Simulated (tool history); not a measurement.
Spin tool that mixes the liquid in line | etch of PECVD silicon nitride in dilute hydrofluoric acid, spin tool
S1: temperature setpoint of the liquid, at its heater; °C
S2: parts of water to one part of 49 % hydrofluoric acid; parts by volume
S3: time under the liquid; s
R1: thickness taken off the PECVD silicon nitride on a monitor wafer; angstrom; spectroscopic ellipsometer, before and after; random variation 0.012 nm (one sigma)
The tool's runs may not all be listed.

Run 1, hour 0.0: S1 22.0 °C, S2 180 parts by volume, S3 100 s. Result: R1 20.808 angstrom.
Run 2, hour 8.1: S1 21.0 °C, S2 180 parts by volume, S3 100 s. Result: R1 19.498 angstrom.
Run 3, hour 12.0: S1 21.0 °C, S2 220 parts by volume, S3 100 s. Result: R1 15.875 angstrom.
Run 4, hour 17.6: S1 22.5 °C, S2 220 parts by volume, S3 100 s. Result: R1 17.347 angstrom.
Run 5, hour 26.5: S1 22.0 °C, S2 220 parts by volume, S3 100 s. Result: R1 17.058 angstrom.
Run 6, hour 30.0: S1 22.0 °C, S2 220 parts by volume, S3 80 s. Result: R1 13.683 angstrom.

The next listed run, before its measurement:
Run 7, hour 32.4: S1 22.0 °C, S2 220 parts by volume, S3 80 s. Result: R1 ?.

R1: 13.726 angstrom
